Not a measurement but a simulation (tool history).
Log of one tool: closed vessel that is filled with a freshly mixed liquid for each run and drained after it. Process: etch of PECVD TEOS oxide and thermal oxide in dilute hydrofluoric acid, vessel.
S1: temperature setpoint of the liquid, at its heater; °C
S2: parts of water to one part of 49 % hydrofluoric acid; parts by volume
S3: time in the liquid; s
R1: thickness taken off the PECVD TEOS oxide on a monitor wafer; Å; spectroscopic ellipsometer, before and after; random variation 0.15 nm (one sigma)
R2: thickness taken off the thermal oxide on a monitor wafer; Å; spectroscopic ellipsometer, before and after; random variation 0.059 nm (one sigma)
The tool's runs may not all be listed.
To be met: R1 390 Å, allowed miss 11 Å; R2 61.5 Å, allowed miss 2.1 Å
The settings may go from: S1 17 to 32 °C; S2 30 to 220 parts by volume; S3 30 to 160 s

run	day	S1	S2	S3	R1	R2
1	0	24	125	80	170.44	27.379
2	0.129	24	125	95	204.19	31.945
3	0.325	25	125	95	212.86	33.388
4	0.512	21.5	125	95	184.61	28.693
5	0.846	24	115	95	222.88	35.708
6	1.217	21.5	115	95	202.22	32.086
7	1.362	24	110	95	233.9	37.883
8	1.733	25.5	105	100	276.45	43.591
9	1.862	27	100	100	310.02	48.779
10	1.908	28.5	100	100	330.22	50.764

4 next moves are on the table. One of them brings every result within its allowed miss. Which?
A	1.954	28.5	70	80	?	?
B	1.954	24	60	85	?	?
C	1.954	25.5	85	120	?	?
D	1.954	26.5	90	120	?	?

move	R1	R2
A	394.6	61.08
B	414.35	64.138
C	424.49	65.706
D	414.24	64.12
A: meets every target
B: takes the result that was furthest off past its target
C: takes the result that was furthest off past its target
D: takes the result that was furthest off past its target
The right move is A.
